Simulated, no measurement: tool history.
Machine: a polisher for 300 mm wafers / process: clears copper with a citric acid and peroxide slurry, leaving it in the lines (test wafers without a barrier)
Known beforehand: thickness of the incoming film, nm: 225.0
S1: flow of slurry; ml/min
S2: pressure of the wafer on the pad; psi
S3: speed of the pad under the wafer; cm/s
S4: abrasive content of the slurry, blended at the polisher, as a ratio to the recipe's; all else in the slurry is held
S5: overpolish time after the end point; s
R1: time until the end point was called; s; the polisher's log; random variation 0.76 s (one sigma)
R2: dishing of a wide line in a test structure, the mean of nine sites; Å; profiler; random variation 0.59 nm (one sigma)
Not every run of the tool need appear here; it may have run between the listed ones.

run,day,S1,S2,S3,S4,S5,R1,R2
1,0.000,285,3.5,86,1.00,11,92.859,186.00
2,0.067,260,3.5,86,1.00,11,94.730,183.14
3,0.283,260,3.5,86,0.90,11,98.297,184.20
4,0.567,285,3.5,86,0.90,11,94.165,184.19
5,0.862,255,3.5,86,0.90,11,97.021,189.14
6,1.150,255,3.5,86,1.05,11,93.799,187.32

Run 7 comes next. What will it give?
7,1.442,250,4.5,88,1.00,13,?,?

R1: 80.647 s
R2: 242.49 Å
